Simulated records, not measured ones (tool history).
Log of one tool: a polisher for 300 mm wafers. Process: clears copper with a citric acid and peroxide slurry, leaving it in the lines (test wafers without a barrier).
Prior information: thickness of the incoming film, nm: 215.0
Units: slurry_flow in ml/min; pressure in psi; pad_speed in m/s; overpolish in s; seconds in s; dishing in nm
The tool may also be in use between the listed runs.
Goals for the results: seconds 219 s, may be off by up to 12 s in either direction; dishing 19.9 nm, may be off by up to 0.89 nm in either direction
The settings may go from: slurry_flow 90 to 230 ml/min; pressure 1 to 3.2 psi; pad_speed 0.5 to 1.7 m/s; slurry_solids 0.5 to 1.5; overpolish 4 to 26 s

run	hour	slurry_flow	pressure	pad_speed	slurry_solids	overpolish	seconds	dishing
1	0	150	2.1	1.1	1	13	138.36	18.118
2	7.8	175	2.1	1.1	1	13	134.11	18.687
3	14.6	170	1.9	1.1	1	15	149.9	19.267
4	22.2	165	1.8	1.1	1	16	160.5	19.298
5	30.2	165	1.8	1.1	1	21	162.46	24.56
6	33	165	1.8	1.1	1.2	21	156.22	25.251
7	35.4	160	1.7	1.1	1.2	21	167.5	23.913
8	37.7	155	1.6	1.1	1.2	21	178.55	22.133
9	42.9	145	1.6	1.1	1.2	21	176.04	21.874
10	47.6	140	1.5	1.1	1.2	22	188.39	21.862
11	54.9	135	1.5	1.1	1.2	22	196.15	21.481
12	56.5	130	1.5	1.1	1.2	22	194.66	21.505
13	64.5	130	1.2	1.1	1.2	23	240.13	18.297
14	71	135	1.2	1.1	1.2	23	230.37	18.803
15	75.1	135	1.2	1.1	1.2	23	239.54	18.133

Exercise: of the 4 proposed moves below, exactly one satisfies all targets within the stated allowed misses. Which move is it?
A	79.2	140	1.4	1.04	1.1	20	?	?
B	79.2	130	1.2	1.08	1.25	22	?	?
C	79.2	135	1.1	1.16	1.25	23	?	?
D	79.2	130	1.3	1.12	1.25	23	?	?

move	seconds	dishing
A	208.27	18.073
B	233.17	17.697
C	237.23	18.103
D	209.88	20.408
A: just as far off the targets as the last run
B: further off than the last run
C: just as far off the targets as the last run
D: every result within its allowed miss
Go with D: it meets all targets.
